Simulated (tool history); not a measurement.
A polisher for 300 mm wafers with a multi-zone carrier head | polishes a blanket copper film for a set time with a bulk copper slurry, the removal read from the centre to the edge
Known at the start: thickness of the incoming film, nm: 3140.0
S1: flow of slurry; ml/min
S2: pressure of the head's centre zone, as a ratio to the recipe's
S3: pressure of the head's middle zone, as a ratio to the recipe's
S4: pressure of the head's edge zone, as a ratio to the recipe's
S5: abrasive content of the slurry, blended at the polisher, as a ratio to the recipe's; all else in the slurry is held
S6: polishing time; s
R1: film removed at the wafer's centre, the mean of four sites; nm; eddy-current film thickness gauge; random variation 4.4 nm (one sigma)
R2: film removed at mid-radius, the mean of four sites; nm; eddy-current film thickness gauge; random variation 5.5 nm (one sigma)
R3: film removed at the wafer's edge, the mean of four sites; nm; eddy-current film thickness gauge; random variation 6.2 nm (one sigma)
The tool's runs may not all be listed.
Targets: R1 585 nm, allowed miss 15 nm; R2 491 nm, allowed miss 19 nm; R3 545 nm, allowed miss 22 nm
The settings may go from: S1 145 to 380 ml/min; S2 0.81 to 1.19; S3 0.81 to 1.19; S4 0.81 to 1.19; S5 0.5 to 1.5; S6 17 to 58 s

run,hour,S1,S2,S3,S4,S5,S6,R1,R2,R3
1,0,245,1,1,1,1,37,405.09,411.4,420.42
2,6.8,290,1,1,1,1,37,419.23,423.05,427.19
3,8.9,290,1,1,0.95,1,37,415.96,426.24,415.43
4,9.4,290,1,1,0.88,1,37,414.31,423.31,410.55
5,14,290,1,0.92,0.88,1,37,415.66,396.16,405.48
6,20.7,290,1,0.96,0.88,1,37,415.58,406.44,408.26
7,25.9,280,1.02,0.95,0.92,1.1,38,442.72,424.92,430.14
8,34.2,275,1.04,0.94,0.96,1.2,39,478.31,433.1,455.92
9,40.5,275,1.05,0.94,0.99,1.25,39,484.69,439.36,475.25
10,44.9,285,1.07,0.95,1.01,1.3,39,499.76,452.92,488.53
11,51,295,1.09,0.95,1.03,1.35,39,523.4,467.99,493.42
12,56.8,295,1.09,0.95,1.03,1.35,39,515.53,453.83,494.7
13,63.1,300,1.11,0.96,1.05,1.4,39,533.09,465.04,510.15
14,64.6,305,1.12,0.97,1.06,1.4,39,537.26,471.41,502.07
15,69.2,305,1.13,0.97,1.07,1.4,39,544.98,476.26,499.28
16,73.3,310,1.13,0.96,1.08,1.4,39,542.72,469.13,508.41
17,77,310,1.14,0.96,1.09,1.4,39,547.31,468.59,505.8
18,85.5,310,1.14,0.96,1.1,1.4,39,557.89,470.67,511.75
19,91.2,310,1.14,0.96,1.11,1.4,39,553.45,467.66,517.77
20,99,315,1.15,0.96,1.12,1.4,39,562.63,467.59,519
21,102,320,1.15,0.96,1.13,1.4,39,560.69,482.35,529.61
22,110.5,325,1.16,0.96,1.13,1.4,39,568.96,465.49,526.63
23,115.1,330,1.16,0.97,1.14,1.4,39,562.88,479.78,529.31
24,119.1,335,1.16,0.97,1.15,1.4,39,564.96,474.76,525.65

4 next moves are on the table. One of them brings every result within its allowed miss. Which?
A,123.1,285,1.06,0.94,1.14,1.5,40,?,?,?
B,123.1,280,1.18,0.99,1.17,1.45,40,?,?,?
C,123.1,335,1.07,0.95,1.19,1.4,38,?,?,?
D,123.1,360,1.1,0.93,1.19,1.45,39,?,?,?

move,R1,R2,R3
A,530.91,479.12,556.76
B,585.43,494.93,558.37
C,509.52,458.65,538.15
D,546.08,469.32,559.97
A: further off than the last run
B: meets every target
C: further off than the last run
D: further off than the last run
Move B is the one to make.

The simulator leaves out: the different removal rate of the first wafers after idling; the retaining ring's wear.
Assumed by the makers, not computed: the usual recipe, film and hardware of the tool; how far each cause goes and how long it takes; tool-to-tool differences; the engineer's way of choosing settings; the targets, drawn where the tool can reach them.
